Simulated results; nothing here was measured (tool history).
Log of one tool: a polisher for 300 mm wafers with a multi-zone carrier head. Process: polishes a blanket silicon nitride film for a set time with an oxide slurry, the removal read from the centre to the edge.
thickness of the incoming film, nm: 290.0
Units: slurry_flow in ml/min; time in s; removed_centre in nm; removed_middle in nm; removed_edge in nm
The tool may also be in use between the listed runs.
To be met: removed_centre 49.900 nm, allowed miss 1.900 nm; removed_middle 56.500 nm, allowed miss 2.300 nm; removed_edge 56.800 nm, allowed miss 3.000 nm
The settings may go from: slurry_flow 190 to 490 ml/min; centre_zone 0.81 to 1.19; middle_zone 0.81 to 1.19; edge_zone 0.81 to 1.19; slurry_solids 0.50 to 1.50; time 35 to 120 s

| run | hour | slurry_flow | centre_zone | middle_zone | edge_zone | slurry_solids | time | removed_centre | removed_middle | removed_edge |
|---|---|---|---|---|---|---|---|---|---|---|
| 1 | 0.0 | 315 | 1.00 | 1.00 | 1.00 | 1.00 | 77 | 66.939 | 70.625 | 67.008 |
| 2 | 5.0 | 315 | 0.98 | 0.99 | 0.99 | 0.95 | 77 | 65.786 | 65.926 | 67.333 |
| 3 | 8.9 | 315 | 0.98 | 1.06 | 0.99 | 0.95 | 77 | 65.921 | 69.843 | 66.285 |
| 4 | 9.5 | 390 | 0.98 | 1.06 | 0.99 | 0.95 | 77 | 66.228 | 71.176 | 68.728 |
| 5 | 12.8 | 390 | 0.98 | 1.06 | 0.99 | 0.95 | 86 | 74.174 | 82.732 | 75.146 |
| 6 | 13.6 | 390 | 0.98 | 1.06 | 0.99 | 0.85 | 86 | 70.871 | 76.261 | 71.686 |
| 7 | 17.8 | 390 | 0.96 | 1.07 | 0.99 | 0.80 | 85 | 67.521 | 74.199 | 69.327 |
| 8 | 24.1 | 390 | 0.94 | 1.07 | 0.99 | 0.75 | 84 | 62.930 | 74.159 | 66.858 |
| 9 | 28.9 | 390 | 0.94 | 1.07 | 0.99 | 0.75 | 84 | 62.831 | 71.829 | 67.117 |
| 10 | 29.8 | 390 | 0.94 | 1.07 | 0.99 | 0.75 | 84 | 63.384 | 72.011 | 65.830 |
| 11 | 30.5 | 390 | 0.93 | 1.05 | 0.99 | 0.70 | 84 | 59.744 | 69.161 | 65.503 |
| 12 | 35.1 | 385 | 0.93 | 1.04 | 0.98 | 0.65 | 84 | 57.741 | 66.864 | 62.035 |
| 13 | 39.1 | 385 | 0.93 | 1.02 | 0.97 | 0.65 | 84 | 58.696 | 66.552 | 61.348 |
| 14 | 42.8 | 385 | 0.92 | 1.00 | 0.97 | 0.65 | 84 | 57.940 | 64.861 | 62.300 |
| 15 | 46.5 | 385 | 0.91 | 0.99 | 0.96 | 0.65 | 84 | 57.339 | 63.206 | 62.017 |
| 16 | 54.6 | 385 | 0.90 | 0.99 | 0.95 | 0.65 | 84 | 55.710 | 63.705 | 62.222 |
| 17 | 56.2 | 385 | 0.90 | 0.99 | 0.95 | 0.65 | 84 | 56.544 | 65.620 | 61.407 |
| 18 | 58.8 | 385 | 0.89 | 0.98 | 0.95 | 0.65 | 84 | 57.078 | 62.516 | 62.627 |

4 next moves are on the table. One of them brings every result within its allowed miss. Which?
| A | 61.4 | 380 | 0.98 | 0.97 | 0.93 | 0.60 | 92 | ? | ? | ? |
| B | 61.4 | 420 | 0.87 | 1.10 | 0.93 | 0.55 | 89 | ? | ? | ? |
| C | 61.4 | 465 | 0.86 | 0.95 | 0.96 | 0.65 | 75 | ? | ? | ? |
| D | 61.4 | 365 | 0.89 | 0.87 | 1.00 | 0.60 | 78 | ? | ? | ? |

| move | removed_centre | removed_middle | removed_edge |
|---|---|---|---|
| A | 65.008 | 66.022 | 62.702 |
| B | 54.192 | 68.939 | 58.620 |
| C | 48.780 | 55.473 | 54.208 |
| D | 49.848 | 51.003 | 54.902 |
A: further off than the last run
B: further off than the last run
C: meets every target
D: brings the result that was furthest off to its target, and leaves another outside
Answer: C
